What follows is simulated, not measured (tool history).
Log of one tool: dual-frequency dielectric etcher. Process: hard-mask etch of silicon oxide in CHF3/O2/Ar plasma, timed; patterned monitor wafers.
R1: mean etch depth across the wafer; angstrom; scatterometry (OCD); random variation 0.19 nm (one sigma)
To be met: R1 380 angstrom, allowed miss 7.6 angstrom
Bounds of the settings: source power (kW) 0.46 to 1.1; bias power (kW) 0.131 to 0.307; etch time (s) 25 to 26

Run 1, hour 0: source power (kW) 0.78, bias power (kW) 0.219, etch time (s) 25. Result: R1 499.95 angstrom.
Run 2, hour 7: source power (kW) 0.78, bias power (kW) 0.235, etch time (s) 25. Result: R1 518.22 angstrom.
Run 3, hour 10.3: source power (kW) 0.78, bias power (kW) 0.235, etch time (s) 26. Result: R1 537.08 angstrom.
Run 4, hour 12.9: source power (kW) 0.78, bias power (kW) 0.235, etch time (s) 26. Result: R1 535.34 angstrom.
Run 5, hour 14.8: source power (kW) 0.67, bias power (kW) 0.235, etch time (s) 26. Result: R1 488.29 angstrom.
Run 6, hour 21.3: source power (kW) 0.57, bias power (kW) 0.235, etch time (s) 26. Result: R1 449.14 angstrom.
Run 7, hour 23.3: source power (kW) 0.56, bias power (kW) 0.23, etch time (s) 26. Result: R1 438.33 angstrom.
Run 8, hour 28.9: source power (kW) 0.55, bias power (kW) 0.227, etch time (s) 26. Result: R1 436.21 angstrom.
Run 9, hour 32.8: source power (kW) 0.54, bias power (kW) 0.223, etch time (s) 26. Result: R1 427.06 angstrom.
Run 10, hour 34.6: source power (kW) 0.46, bias power (kW) 0.179, etch time (s) 25.5. Result: R1 341.27 angstrom.
Run 11, hour 36: source power (kW) 0.47, bias power (kW) 0.179, etch time (s) 25.5. Result: R1 347.85 angstrom.
Run 12, hour 39.3: source power (kW) 0.48, bias power (kW) 0.179, etch time (s) 25.5. Result: R1 354.68 angstrom.
Run 13, hour 45.2: source power (kW) 0.61, bias power (kW) 0.185, etch time (s) 25.5. Result: R1 418.22 angstrom.

Which of these 4 next moves meets every target?
Run A, hour 51.1: source power (kW) 0.52, bias power (kW) 0.178, etch time (s) 26. Result: R1 ?.
Run B, hour 51.1: source power (kW) 0.58, bias power (kW) 0.172, etch time (s) 26. Result: R1 ?.
Run C, hour 51.1: source power (kW) 0.51, bias power (kW) 0.169, etch time (s) 25. Result: R1 ?.
Run D, hour 51.1: source power (kW) 0.75, bias power (kW) 0.166, etch time (s) 26. Result: R1 ?.

move      R1
   A  376.21
   B  396.31
   C   349.4
   D  451.04
A: meets every target
B: nearer than the last run, and not there yet
C: takes the result that was furthest off past its target
D: further off than the last run
Answer: A

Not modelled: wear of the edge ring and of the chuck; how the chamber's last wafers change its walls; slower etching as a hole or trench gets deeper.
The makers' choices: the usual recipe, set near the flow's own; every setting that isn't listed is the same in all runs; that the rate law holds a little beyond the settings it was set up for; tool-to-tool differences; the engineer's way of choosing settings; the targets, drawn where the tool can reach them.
